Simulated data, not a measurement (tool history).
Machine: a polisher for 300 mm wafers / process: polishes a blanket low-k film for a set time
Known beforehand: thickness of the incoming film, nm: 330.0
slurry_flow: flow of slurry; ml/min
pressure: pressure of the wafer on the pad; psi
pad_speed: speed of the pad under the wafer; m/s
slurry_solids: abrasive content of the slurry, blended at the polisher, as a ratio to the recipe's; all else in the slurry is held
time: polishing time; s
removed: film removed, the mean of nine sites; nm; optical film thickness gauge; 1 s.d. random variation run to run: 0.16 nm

run 1 hour=0 | slurry_flow=225 pressure=2.1 pad_speed=1.1 slurry_solids=1 time=43 | removed=18.905
run 2 hour=6 | slurry_flow=230 pressure=2.2 pad_speed=1.1 slurry_solids=1 time=43 | removed=19.761
run 3 hour=14.3 | slurry_flow=230 pressure=2.2 pad_speed=0.82 slurry_solids=1 time=43 | removed=15.756
run 4 hour=19.6 | slurry_flow=235 pressure=2.4 pad_speed=0.82 slurry_solids=1 time=43 | removed=17.183
run 5 hour=21.4 | slurry_flow=235 pressure=2.4 pad_speed=0.64 slurry_solids=1 time=43 | removed=14.214
run 6 hour=21.9 | slurry_flow=235 pressure=2.4 pad_speed=0.84 slurry_solids=1 time=43 | removed=17.603
run 7 hour=25.3 | slurry_flow=245 pressure=2.5 pad_speed=0.84 slurry_solids=1 time=43 | removed=18.558
run 8 hour=31.8 | slurry_flow=255 pressure=2.6 pad_speed=0.84 slurry_solids=1 time=43 | removed=19.008
run 9 hour=32.5 | slurry_flow=255 pressure=2.6 pad_speed=0.84 slurry_solids=1 time=43 | removed=19.079

Run 10 is up next; what results do you expect?
run 10 hour=37.4 | slurry_flow=255 pressure=2.7 pad_speed=0.84 slurry_solids=1 time=43 | removed=?

removed: 19.932 nm

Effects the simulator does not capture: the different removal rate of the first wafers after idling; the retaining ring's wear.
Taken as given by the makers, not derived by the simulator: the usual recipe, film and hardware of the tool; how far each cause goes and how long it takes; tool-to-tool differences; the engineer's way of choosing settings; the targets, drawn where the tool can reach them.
